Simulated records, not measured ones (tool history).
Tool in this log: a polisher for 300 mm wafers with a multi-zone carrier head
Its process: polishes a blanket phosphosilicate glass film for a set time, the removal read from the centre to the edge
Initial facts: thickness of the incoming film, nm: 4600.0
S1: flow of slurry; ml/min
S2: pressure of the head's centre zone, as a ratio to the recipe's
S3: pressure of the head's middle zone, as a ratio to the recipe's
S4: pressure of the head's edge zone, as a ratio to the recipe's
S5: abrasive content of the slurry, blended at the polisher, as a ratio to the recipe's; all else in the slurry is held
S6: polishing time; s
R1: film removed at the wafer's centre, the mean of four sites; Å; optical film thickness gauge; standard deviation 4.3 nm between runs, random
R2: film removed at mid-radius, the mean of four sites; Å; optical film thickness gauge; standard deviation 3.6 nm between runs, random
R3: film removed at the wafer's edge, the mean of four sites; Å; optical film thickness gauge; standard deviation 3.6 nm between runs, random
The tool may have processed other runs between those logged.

| run | hour | S1 | S2 | S3 | S4 | S5 | S6 | R1 | R2 | R3 |
|---|---|---|---|---|---|---|---|---|---|---|
| 1 | 0 | 170 | 1 | 1 | 1 | 1 | 40 | 2212.6 | 2310.3 | 2443.9 |
| 2 | 0.8 | 170 | 1 | 1 | 1 | 1 | 49 | 2762.1 | 2802.8 | 2946.9 |
| 3 | 9.4 | 170 | 1 | 1 | 1 | 0.8 | 49 | 2256.2 | 2316.9 | 2461.8 |
| 4 | 10.6 | 175 | 1 | 1.03 | 1.03 | 0.85 | 49 | 2472.4 | 2568.5 | 2652.2 |
|  | 16.6 | edge zone pressure recalibrated |
| 5 | 16.6 | 180 | 0.98 | 1.04 | 1.06 | 0.9 | 49 | 2529.3 | 2712.6 | 2699.8 |
| 6 | 18.5 | 165 | 0.98 | 1.04 | 1.06 | 0.9 | 49 | 2502.6 | 2626 | 2715.9 |
| 7 | 23.6 | 160 | 0.96 | 1.04 | 1.06 | 1 | 49 | 2652.6 | 2856 | 2933.3 |
| 8 | 31.1 | 160 | 0.95 | 1.04 | 1.06 | 1.05 | 49 | 2723.6 | 2925 | 3046.2 |
| 9 | 38 | 165 | 0.94 | 1.05 | 1.06 | 1.1 | 49 | 2815.6 | 3043.6 | 3106.9 |

Run 10 comes next. What will it give?
| 10 | 40.9 | 160 | 0.93 | 1.06 | 1.06 | 1.15 | 49 | ? | ? | ? |

Run 10 gave R1 2766 Å, R2 3182.9 Å, R3 3199.9 Å.

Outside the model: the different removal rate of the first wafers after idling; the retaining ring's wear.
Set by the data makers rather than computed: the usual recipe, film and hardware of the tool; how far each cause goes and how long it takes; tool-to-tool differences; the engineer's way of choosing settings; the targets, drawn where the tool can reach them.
